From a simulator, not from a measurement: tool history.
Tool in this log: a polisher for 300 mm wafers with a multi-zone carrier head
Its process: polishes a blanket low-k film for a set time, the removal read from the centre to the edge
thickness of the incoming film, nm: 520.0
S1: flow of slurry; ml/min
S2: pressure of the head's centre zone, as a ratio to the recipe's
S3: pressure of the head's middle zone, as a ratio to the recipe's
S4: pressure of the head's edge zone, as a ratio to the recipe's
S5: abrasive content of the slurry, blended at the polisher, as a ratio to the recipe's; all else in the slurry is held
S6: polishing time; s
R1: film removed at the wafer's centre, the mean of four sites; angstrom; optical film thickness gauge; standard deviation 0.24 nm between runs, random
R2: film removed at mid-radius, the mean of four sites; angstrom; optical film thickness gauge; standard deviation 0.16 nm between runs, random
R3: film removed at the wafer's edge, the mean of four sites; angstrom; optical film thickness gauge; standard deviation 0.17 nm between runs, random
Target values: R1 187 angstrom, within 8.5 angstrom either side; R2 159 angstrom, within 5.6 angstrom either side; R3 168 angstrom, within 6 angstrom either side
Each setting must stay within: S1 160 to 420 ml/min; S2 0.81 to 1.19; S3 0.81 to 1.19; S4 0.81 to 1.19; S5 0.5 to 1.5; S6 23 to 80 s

run,day,S1,S2,S3,S4,S5,S6,R1,R2,R3
1,0,270,1,1,1,1,51,219.05,220.61,219.24
2,0.362,270,1,1,1,1,45,200.53,193.51,196.13
3,0.608,270,1,0.99,0.99,1,45,190.32,193.71,193.66
4,0.662,235,1,0.99,0.99,1,45,191.92,191.09,194.4
5,0.996,235,1.01,0.98,0.98,1,45,190.06,186.11,187.85
6,1.312,235,1.01,0.98,0.98,0.8,45,172.73,166.6,170.64
7,1.475,235,1.02,0.98,0.98,0.8,45,173.6,168.57,169.15
8,1.617,235,1.02,0.98,0.98,0.8,45,175.65,169.38,171
9,1.771,235,1.03,0.97,0.98,0.8,45,174.52,164.75,170.45
10,1.925,235,1.04,0.97,0.98,0.8,45,173.16,164.85,170.53
11,2.05,240,1.06,0.97,0.97,0.8,45,184.2,166.37,171.09

Which one of the following 4 next-run settings gets every result inside its allowed miss? There is exactly one.
A,2.175,310,1.14,0.93,0.99,0.75,44,?,?,?
B,2.175,255,1.06,0.98,0.95,0.8,48,?,?,?
C,2.175,300,1.11,1.03,0.91,0.7,47,?,?,?
D,2.175,245,0.99,1,0.94,0.85,46,?,?,?

move,R1,R2,R3
A,184.51,155.12,166.86
B,193.22,179.02,181.49
C,185.69,173.32,164.31
D,181.27,179.14,177.78
A: all results land within tolerance of their targets
B: lands further from the targets than the last run did
C: lands further from the targets than the last run did
D: lands further from the targets than the last run did
A is the move that brings every result within its allowed miss.

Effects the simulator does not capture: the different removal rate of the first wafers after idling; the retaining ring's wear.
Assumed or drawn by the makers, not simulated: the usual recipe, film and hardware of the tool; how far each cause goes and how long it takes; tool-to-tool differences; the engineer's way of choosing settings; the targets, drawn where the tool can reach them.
